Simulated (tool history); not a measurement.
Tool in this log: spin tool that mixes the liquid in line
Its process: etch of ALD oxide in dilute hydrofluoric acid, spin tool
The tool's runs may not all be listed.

run,hour,temperature setpoint of the liquid (C),parts of water to one part of 49 % hydrofluoric acid (parts by volume),time under the liquid (s),thickness taken off the ALD oxide on a monitor wafer (Å)
1,0,23,275,15,9.6863
2,0.6,23,175,15,16.778
3,2.9,25,175,15,18.308
4,11.4,26.5,175,15,19.032
5,14.5,26.5,85,15,44.173
6,16.2,29.5,85,15,50.02
7,21,28,95,15,41.322
8,26.3,26.5,105,15,35.125
9,31.2,25.5,115,15,30.038

What does the tool deliver on the next run?
10,38.1,24.5,120,15,?

Run 10 gave thickness taken off the ALD oxide on a monitor wafer (Å) 27.567.
